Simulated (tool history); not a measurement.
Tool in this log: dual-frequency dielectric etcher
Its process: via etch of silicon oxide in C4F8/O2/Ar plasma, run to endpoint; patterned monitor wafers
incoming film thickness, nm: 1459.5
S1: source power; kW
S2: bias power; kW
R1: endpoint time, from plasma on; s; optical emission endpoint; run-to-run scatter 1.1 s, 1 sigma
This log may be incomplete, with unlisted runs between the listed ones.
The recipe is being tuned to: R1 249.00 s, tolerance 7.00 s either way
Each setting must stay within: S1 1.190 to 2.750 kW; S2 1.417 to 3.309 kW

run,hour,S1,S2,R1
1,0.0,1.970,2.363,292.75
2,5.7,1.850,2.363,299.35
3,8.1,2.030,2.461,287.12
4,12.2,1.830,2.461,295.88
5,18.9,1.830,2.113,309.77
6,26.6,1.830,1.788,318.66
7,30.7,2.060,1.968,297.54
8,35.8,2.220,2.063,286.00

Which one of the following 5 next-run settings gets every result inside its allowed miss? There is exactly one.
A,40.9,2.750,1.648,?
B,40.9,2.700,2.412,?
C,40.9,2.590,2.044,?
D,40.9,2.430,2.426,?
E,40.9,2.600,2.134,?

move,R1
A,269.66
B,251.93
C,265.71
D,263.64
E,262.92
A: better than the last run, though not everything is in spec
B: every result lands within tolerance
C: better than the last run, though not everything is in spec
D: better than the last run, though not everything is in spec
E: better than the last run, though not everything is in spec
Go with B: it meets all targets.

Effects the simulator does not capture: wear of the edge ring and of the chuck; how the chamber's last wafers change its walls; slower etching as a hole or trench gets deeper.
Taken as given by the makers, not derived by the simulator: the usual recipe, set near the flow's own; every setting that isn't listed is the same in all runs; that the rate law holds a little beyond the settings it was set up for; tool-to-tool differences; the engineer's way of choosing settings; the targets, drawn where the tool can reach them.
